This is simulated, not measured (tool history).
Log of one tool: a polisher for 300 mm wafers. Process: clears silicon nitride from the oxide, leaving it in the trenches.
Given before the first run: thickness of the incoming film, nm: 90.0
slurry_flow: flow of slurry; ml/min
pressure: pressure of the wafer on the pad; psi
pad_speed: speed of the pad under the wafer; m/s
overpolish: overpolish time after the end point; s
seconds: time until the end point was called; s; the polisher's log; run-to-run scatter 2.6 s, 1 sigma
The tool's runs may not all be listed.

{"run": 1, "hour": 0.0, "slurry_flow": 235, "pressure": 2.6, "pad_speed": 0.96, "overpolish": 4, "seconds": 92.22}
{"run": 2, "hour": 1.4, "slurry_flow": 235, "pressure": 3.2, "pad_speed": 0.96, "overpolish": 4, "seconds": 76.383}
{"run": 3, "hour": 9.2, "slurry_flow": 235, "pressure": 3.7, "pad_speed": 0.96, "overpolish": 4, "seconds": 65.559}
{"run": 4, "hour": 16.1, "slurry_flow": 235, "pressure": 3.3, "pad_speed": 0.92, "overpolish": 4, "seconds": 78.236}
{"run": 5, "hour": 20.8, "slurry_flow": 185, "pressure": 3.3, "pad_speed": 0.92, "overpolish": 4, "seconds": 78.876}
{"run": 6, "hour": 24.0, "slurry_flow": 185, "pressure": 3.3, "pad_speed": 1.12, "overpolish": 4, "seconds": 67.519}
{"run": 7, "hour": 30.3, "slurry_flow": 180, "pressure": 2.9, "pad_speed": 1.06, "overpolish": 4, "seconds": 79.081}
{"run": 8, "hour": 31.9, "slurry_flow": 180, "pressure": 2.6, "pad_speed": 1.0, "overpolish": 4, "seconds": 95.229}
{"run": 9, "hour": 35.8, "slurry_flow": 180, "pressure": 2.3, "pad_speed": 0.98, "overpolish": 4, "seconds": 108.02}

Expected results for the next run?
{"run": 10, "hour": 44.3, "slurry_flow": 180, "pressure": 2.1, "pad_speed": 0.96, "overpolish": 4, "seconds": "?"}

seconds: 118.870 s

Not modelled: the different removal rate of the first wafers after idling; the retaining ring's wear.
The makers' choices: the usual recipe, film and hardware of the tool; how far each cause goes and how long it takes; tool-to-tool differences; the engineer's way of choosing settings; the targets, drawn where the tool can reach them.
